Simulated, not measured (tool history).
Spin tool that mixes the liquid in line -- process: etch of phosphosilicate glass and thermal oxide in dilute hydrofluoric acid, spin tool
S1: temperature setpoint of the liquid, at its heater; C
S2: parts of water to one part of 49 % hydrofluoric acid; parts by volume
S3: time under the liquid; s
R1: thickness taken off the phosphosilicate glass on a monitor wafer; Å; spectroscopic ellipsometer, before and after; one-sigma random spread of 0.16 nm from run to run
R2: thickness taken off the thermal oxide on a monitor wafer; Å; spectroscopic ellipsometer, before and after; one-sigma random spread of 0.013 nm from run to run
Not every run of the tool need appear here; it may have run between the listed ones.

| run | hour | S1 | S2 | S3 | R1 | R2 |
|---|---|---|---|---|---|---|
| 1 | 0.0 | 25.0 | 110 | 30 | 513.04 | 13.7100 |
| 2 | 7.2 | 25.0 | 95 | 30 | 607.92 | 16.4860 |
| 3 | 13.7 | 22.5 | 125 | 30 | 398.66 | 10.9830 |
| 4 | 21.2 | 22.5 | 125 | 25 | 331.62 | 8.7491 |
| 5 | 24.4 | 22.5 | 90 | 25 | 483.45 | 13.6530 |
| 6 | 28.7 | 20.0 | 90 | 25 | 435.94 | 12.3050 |

Run 7, settings as shown, results not yet in. Your forecast:
| 7 | 31.9 | 19.0 | 115 | 25 | ? | ? |

{"run 7": {"R1": 315.62, "R2": 8.6084}}
